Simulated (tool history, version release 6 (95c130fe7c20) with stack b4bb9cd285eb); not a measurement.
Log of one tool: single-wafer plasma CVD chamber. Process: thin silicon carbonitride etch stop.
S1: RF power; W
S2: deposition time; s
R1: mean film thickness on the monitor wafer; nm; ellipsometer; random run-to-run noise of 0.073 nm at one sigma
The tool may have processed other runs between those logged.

| run | day | S1 | S2 | R1 |
|---|---|---|---|---|
| 1 | 0.000 | 215 | 27.7 | 15.455 |
| 2 | 0.275 | 190 | 27.7 | 14.739 |
| 3 | 0.650 | 190 | 31.4 | 16.919 |
| 4 | 1.017 | 180 | 31.4 | 16.471 |
| 5 | 1.046 | 200 | 31.4 | 17.169 |
| 6 | 1.362 | 200 | 35.0 | 19.178 |
| 7 | 1.600 | 165 | 30.6 | 15.799 |

Run 8 has not been measured yet. What should we expect?
| 8 | 1.967 | 160 | 28.8 | ? |

{"run 8": {"R1": 14.584}}

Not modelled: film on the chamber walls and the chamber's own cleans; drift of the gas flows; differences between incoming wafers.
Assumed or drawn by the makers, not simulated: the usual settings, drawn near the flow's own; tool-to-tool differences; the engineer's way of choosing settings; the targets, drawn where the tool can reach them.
